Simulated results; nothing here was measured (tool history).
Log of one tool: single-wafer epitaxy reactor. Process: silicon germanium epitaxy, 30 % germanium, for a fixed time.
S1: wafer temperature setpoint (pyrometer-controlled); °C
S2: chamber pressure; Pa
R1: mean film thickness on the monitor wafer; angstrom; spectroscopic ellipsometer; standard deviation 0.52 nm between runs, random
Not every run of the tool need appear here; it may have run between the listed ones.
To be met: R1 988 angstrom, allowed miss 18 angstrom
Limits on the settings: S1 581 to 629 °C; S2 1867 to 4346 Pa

| run | hour | S1 | S2 | R1 |
|---|---|---|---|---|
| 1 | 0 | 605 | 3106 | 678.85 |
| 2 | 1.4 | 605 | 3506 | 717.05 |
| 3 | 2.5 | 605 | 3946 | 763.17 |
| 4 | 4.1 | 607 | 3946 | 784.69 |
| 5 | 6.5 | 607 | 4346 | 825.43 |
| 6 | 12.6 | 607 | 4346 | 826.73 |
| 7 | 15.2 | 608 | 4346 | 839.92 |
| 8 | 22.7 | 609 | 4346 | 865.62 |
| 9 | 31.5 | 610 | 4346 | 873.47 |
| 10 | 38.4 | 610 | 4346 | 877.6 |
| 11 | 43.6 | 611 | 4346 | 895.18 |
| 12 | 49.5 | 612 | 4346 | 909.17 |
| 13 | 52.4 | 613 | 4346 | 943.89 |

Which single option among these 5 for the next run brings every result within its allowed miss of target? Just one does.
| A | 55.3 | 615 | 4186 | ? |
| B | 55.3 | 616 | 4346 | ? |
| C | 55.3 | 615 | 4120 | ? |
| D | 55.3 | 613 | 4320 | ? |
| E | 55.3 | 612 | 4053 | ? |

| move | R1 |
|---|---|
| A | 950.9 |
| B | 987.12 |
| C | 943.84 |
| D | 926.75 |
| E | 881.78 |
A: closes in on the targets versus the last run, not all within tolerance yet
B: every result lands within tolerance
C: no better and no worse than the last run
D: further off than the last run
E: further off than the last run
B is the move that brings every result within its allowed miss.
